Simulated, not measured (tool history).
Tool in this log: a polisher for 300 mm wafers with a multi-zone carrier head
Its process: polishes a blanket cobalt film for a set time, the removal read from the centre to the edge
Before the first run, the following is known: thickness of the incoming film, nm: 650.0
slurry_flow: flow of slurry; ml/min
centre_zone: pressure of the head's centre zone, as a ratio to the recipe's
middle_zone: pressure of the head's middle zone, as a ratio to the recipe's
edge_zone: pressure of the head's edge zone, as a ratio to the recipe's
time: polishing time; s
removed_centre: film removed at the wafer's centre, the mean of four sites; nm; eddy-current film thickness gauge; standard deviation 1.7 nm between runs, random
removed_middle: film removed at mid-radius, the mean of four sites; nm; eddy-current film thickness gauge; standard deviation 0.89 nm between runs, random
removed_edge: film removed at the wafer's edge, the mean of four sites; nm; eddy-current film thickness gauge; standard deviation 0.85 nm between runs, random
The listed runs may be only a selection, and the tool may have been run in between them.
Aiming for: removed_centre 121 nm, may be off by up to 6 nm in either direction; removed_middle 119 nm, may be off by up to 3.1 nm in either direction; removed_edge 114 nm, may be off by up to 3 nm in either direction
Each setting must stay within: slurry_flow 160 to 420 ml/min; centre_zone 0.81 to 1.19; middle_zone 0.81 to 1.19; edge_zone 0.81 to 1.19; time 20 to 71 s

Run 1, day 0: slurry_flow 270 ml/min, centre_zone 1, middle_zone 1, edge_zone 1, time 45 s. Result: removed_centre 222.46 nm, removed_middle 229.35 nm, removed_edge 221.03 nm.
Run 2, day 0.071: slurry_flow 225 ml/min, centre_zone 1, middle_zone 1, edge_zone 1, time 45 s. Result: removed_centre 217.86 nm, removed_middle 224.48 nm, removed_edge 214.69 nm.
Run 3, day 0.25: slurry_flow 185 ml/min, centre_zone 1, middle_zone 1, edge_zone 1, time 45 s. Result: removed_centre 212.95 nm, removed_middle 217.17 nm, removed_edge 209.78 nm.
Run 4, day 0.371: slurry_flow 180 ml/min, centre_zone 0.99, middle_zone 0.98, edge_zone 0.95, time 37 s. Result: removed_centre 172.53 nm, removed_middle 177.64 nm, removed_edge 171.54 nm.
Run 5, day 0.433: slurry_flow 180 ml/min, centre_zone 0.99, middle_zone 1.03, edge_zone 0.95, time 37 s. Result: removed_centre 173.3 nm, removed_middle 182.15 nm, removed_edge 169.48 nm.
Run 6, day 0.488: slurry_flow 175 ml/min, centre_zone 1, middle_zone 1.01, edge_zone 0.92, time 32 s. Result: removed_centre 150.3 nm, removed_middle 155.65 nm, removed_edge 143.09 nm.
Run 7, day 0.675: slurry_flow 175 ml/min, centre_zone 1, middle_zone 0.98, edge_zone 0.89, time 29 s. Result: removed_centre 137.7 nm, removed_middle 136.94 nm, removed_edge 128.94 nm.
Run 8, day 0.917: slurry_flow 185 ml/min, centre_zone 0.96, middle_zone 0.93, edge_zone 0.82, time 25 s. Result: removed_centre 113.99 nm, removed_middle 114.59 nm, removed_edge 107.76 nm.

Pick the move, out of 5, that brings all results within their allowed miss; only one does.
Run A, day 1.158: slurry_flow 255 ml/min, centre_zone 0.95, middle_zone 0.89, edge_zone 0.82, time 26 s. Result: removed_centre ?, removed_middle ?, removed_edge ?.
Run B, day 1.158: slurry_flow 175 ml/min, centre_zone 0.85, middle_zone 0.89, edge_zone 0.88, time 28 s. Result: removed_centre ?, removed_middle ?, removed_edge ?.
Run C, day 1.158: slurry_flow 190 ml/min, centre_zone 1.11, middle_zone 0.89, edge_zone 0.81, time 24 s. Result: removed_centre ?, removed_middle ?, removed_edge ?.
Run D, day 1.158: slurry_flow 160 ml/min, centre_zone 0.86, middle_zone 0.86, edge_zone 0.94, time 26 s. Result: removed_centre ?, removed_middle ?, removed_edge ?.
Run E, day 1.158: slurry_flow 225 ml/min, centre_zone 1.03, middle_zone 1.03, edge_zone 0.81, time 24 s. Result: removed_centre ?, removed_middle ?, removed_edge ?.

move  removed_centre  removed_middle  removed_edge
   A          122.13          119.12        116.24
   B          112.24          123.08        125.21
   C          127.31          106.42        104.21
   D           104.1          109.82         118.9
   E          120.71          122.65         105.5
A: every result lands within tolerance
B: takes the result that was furthest off past its target
C: moves away from the targets compared with the last run
D: takes the result that was furthest off past its target
E: moves away from the targets compared with the last run
The right move is A.
